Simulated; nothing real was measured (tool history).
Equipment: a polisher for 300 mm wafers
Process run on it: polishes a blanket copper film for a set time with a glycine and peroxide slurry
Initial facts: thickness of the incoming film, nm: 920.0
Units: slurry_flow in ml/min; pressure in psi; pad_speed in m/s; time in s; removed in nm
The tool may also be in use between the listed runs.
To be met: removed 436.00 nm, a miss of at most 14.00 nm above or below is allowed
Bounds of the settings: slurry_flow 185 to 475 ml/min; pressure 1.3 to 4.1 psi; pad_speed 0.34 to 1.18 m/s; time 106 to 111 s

run  hour  slurry_flow  pressure  pad_speed  time  removed
  1   0.0          305       2.7       0.76   106   369.32
  2   4.9          305       2.9       0.76   106   388.86
  3  10.8          305       3.0       0.76   106   397.76
  4  17.9          305       3.1       0.76   106   407.63
  5  22.0          305       3.2       0.76   106   414.02
  6  27.1          305       3.2       0.58   106   344.81
  7  32.3          305       3.9       0.60   106   400.24
  8  35.6          305       4.0       0.62   106   421.75

Exercise: of the 5 proposed moves below, exactly one satisfies all targets within the stated allowed misses. Which move is it?
  A  38.9          225       3.8       0.78   107        ?
  B  38.9          275       3.5       0.66   107        ?
  C  38.9          240       3.9       0.62   106        ?
  D  38.9          365       4.1       0.56   108        ?
  E  38.9          340       3.5       0.72   109        ?

move  removed
   A   461.66
   B   396.14
   C   397.98
   D   407.87
   E   437.99
A: pushes the last run's worst result past its target
B: lands further from the targets than the last run did
C: lands further from the targets than the last run did
D: lands further from the targets than the last run did
E: meets every target
Correct choice: E, which meets every target
